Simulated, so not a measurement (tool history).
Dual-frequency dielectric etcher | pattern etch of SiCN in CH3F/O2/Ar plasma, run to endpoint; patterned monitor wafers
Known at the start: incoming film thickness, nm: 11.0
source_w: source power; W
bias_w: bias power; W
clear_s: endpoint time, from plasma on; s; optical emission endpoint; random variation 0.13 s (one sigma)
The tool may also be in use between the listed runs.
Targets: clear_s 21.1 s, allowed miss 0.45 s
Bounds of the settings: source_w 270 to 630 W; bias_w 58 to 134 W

run,hour,source_w,bias_w,clear_s
1,0,450,96,23.606
2,8.5,390,96,25.12
3,10,440,98,23.679
4,10.9,380,98,24.937
5,19.6,380,111,23.547
6,26.3,380,101,24.642
7,33.9,430,103,23.268
8,35.3,460,104,22.344
9,37.5,480,105,21.848
10,42.2,490,105,21.695

Which of these 5 next moves meets every target?
A,46.9,430,109,?
B,46.9,470,103,?
C,46.9,520,104,?
D,46.9,440,107,?
E,46.9,420,113,?

move,clear_s
A,22.622
B,22.446
C,21.334
D,22.625
E,22.4
A: further off than the last run
B: further off than the last run
C: meets every target
D: further off than the last run
E: further off than the last run
Move C is the one to make.

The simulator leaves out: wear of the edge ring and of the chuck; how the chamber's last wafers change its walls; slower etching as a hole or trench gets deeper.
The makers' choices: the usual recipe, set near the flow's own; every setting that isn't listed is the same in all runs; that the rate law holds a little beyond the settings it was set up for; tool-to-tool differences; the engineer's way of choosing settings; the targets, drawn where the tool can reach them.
